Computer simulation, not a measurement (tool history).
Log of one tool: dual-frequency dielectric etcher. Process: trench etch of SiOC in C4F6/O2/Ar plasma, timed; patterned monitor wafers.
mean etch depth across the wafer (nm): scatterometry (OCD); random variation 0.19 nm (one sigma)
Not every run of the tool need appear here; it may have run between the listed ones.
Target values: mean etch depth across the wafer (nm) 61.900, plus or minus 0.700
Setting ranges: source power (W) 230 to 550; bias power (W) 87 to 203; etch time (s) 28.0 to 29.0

| run | hour | source power (W) | bias power (W) | etch time (s) | mean etch depth across the wafer (nm) |
|---|---|---|---|---|---|
| 1 | 0.0 | 390 | 145 | 28.0 | 54.434 |
| 2 | 1.7 | 420 | 146 | 28.0 | 55.861 |
| 3 | 6.6 | 440 | 147 | 28.0 | 56.951 |
| 4 | 12.6 | 460 | 148 | 28.0 | 57.636 |
| 5 | 14.6 | 460 | 136 | 28.0 | 55.754 |
| 6 | 23.2 | 530 | 136 | 28.0 | 58.242 |
| 7 | 31.0 | 530 | 140 | 28.0 | 59.032 |
| 8 | 33.6 | 530 | 143 | 28.0 | 59.706 |
| 9 | 38.5 | 530 | 145 | 28.0 | 60.180 |

Below are 4 possible settings for the next run. Only one of them brings all results inside the allowed miss of their targets. Which is it?
| A | 43.4 | 550 | 153 | 28.0 | ? |
| B | 43.4 | 550 | 135 | 28.5 | ? |
| C | 43.4 | 470 | 153 | 28.5 | ? |
| D | 43.4 | 550 | 145 | 28.0 | ? |

| move | mean etch depth across the wafer (nm) |
|---|---|
| A | 61.897 |
| B | 60.365 |
| C | 59.911 |
| D | 60.766 |
A: in spec on every target
B: nearer the targets than the last run, but a result is still out of spec
C: further off than the last run
D: nearer the targets than the last run, but a result is still out of spec
Correct choice: A, which meets every target
